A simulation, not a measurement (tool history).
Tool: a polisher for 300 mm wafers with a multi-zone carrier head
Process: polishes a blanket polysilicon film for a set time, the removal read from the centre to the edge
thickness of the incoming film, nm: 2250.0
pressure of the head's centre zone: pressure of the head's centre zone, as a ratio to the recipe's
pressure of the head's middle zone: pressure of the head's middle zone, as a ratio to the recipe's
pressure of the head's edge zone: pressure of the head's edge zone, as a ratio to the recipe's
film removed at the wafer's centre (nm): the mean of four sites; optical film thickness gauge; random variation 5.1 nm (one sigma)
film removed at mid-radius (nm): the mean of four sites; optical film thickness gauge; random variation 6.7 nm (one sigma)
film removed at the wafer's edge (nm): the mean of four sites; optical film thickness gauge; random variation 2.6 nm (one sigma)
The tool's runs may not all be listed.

| run | hour | flow of slurry (ml/min) | pressure of the head's centre zone | pressure of the head's middle zone | pressure of the head's edge zone | polishing time (s) | film removed at the wafer's centre (nm) | film removed at mid-radius (nm) | film removed at the wafer's edge (nm) |
|---|---|---|---|---|---|---|---|---|---|
| 1 | 0.0 | 235 | 1.00 | 1.00 | 1.00 | 86 | 466.20 | 482.38 | 477.69 |
| 2 | 4.0 | 235 | 1.00 | 1.00 | 1.00 | 74 | 408.78 | 418.69 | 415.25 |
| 3 | 6.4 | 235 | 0.99 | 1.02 | 1.00 | 74 | 402.75 | 427.37 | 420.23 |
| 4 | 8.5 | 235 | 0.99 | 1.03 | 1.00 | 74 | 396.78 | 434.69 | 415.09 |
| 5 | 11.9 | 235 | 1.03 | 1.03 | 1.00 | 74 | 423.44 | 430.02 | 412.65 |
| 6 | 17.5 | 185 | 1.03 | 1.03 | 1.00 | 74 | 389.00 | 400.26 | 405.35 |
| 7 | 25.8 | 190 | 1.02 | 1.04 | 1.00 | 74 | 399.07 | 417.44 | 401.70 |
| 8 | 30.4 | 195 | 1.01 | 1.05 | 1.01 | 74 | 385.07 | 415.46 | 406.26 |

Forecast run 9:
| 9 | 35.2 | 200 | 1.00 | 1.06 | 1.01 | 74 | ? | ? | ? |

film removed at the wafer's centre (nm): 393.33
film removed at mid-radius (nm): 426.10
film removed at the wafer's edge (nm): 411.05
